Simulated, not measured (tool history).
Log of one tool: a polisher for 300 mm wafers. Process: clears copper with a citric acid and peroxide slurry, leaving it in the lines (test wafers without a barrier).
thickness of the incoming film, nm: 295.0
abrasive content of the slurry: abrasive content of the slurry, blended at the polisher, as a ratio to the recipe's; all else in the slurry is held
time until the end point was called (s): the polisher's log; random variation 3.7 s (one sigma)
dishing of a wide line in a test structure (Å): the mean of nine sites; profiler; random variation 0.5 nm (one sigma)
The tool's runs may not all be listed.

| run | hour | flow of slurry (ml/min) | pressure of the wafer on the pad (psi) | speed of the pad under the wafer (cm/s) | abrasive content of the slurry | overpolish time after the end point (s) | time until the end point was called (s) | dishing of a wide line in a test structure (Å) |
|---|---|---|---|---|---|---|---|---|
| 1 | 0 | 250 | 3.6 | 104 | 1 | 17 | 96.841 | 359.24 |
| 2 | 5.4 | 245 | 3 | 90 | 1 | 20 | 131.23 | 325.02 |
| 3 | 7.5 | 245 | 2.6 | 80 | 1 | 21 | 162.55 | 285.63 |
| 4 | 12.4 | 245 | 2.3 | 74 | 1 | 22 | 191.65 | 249.6 |
| 5 | 18.6 | 245 | 2.3 | 74 | 1 | 27 | 195.26 | 301.22 |
| 6 | 24.2 | 245 | 2.3 | 74 | 1 | 30 | 192.12 | 330.5 |
| 7 | 25.3 | 245 | 2.1 | 70 | 1 | 29 | 219.79 | 299.28 |
| 8 | 30.5 | 240 | 1.6 | 66 | 1 | 24 | 284.71 | 201.82 |
| 9 | 31.4 | 245 | 1.6 | 66 | 1 | 24 | 275.56 | 195.72 |
| 10 | 35.7 | 245 | 1.6 | 66 | 1 | 24 | 279.45 | 195.13 |

Run 11 comes next. What will it give?
| 11 | 42.6 | 245 | 1.6 | 66 | 1 | 25 | ? | ? |

{"run 11": {"time until the end point was called (s)": 281.77, "dishing of a wide line in a test structure (Å)": 188.23}}
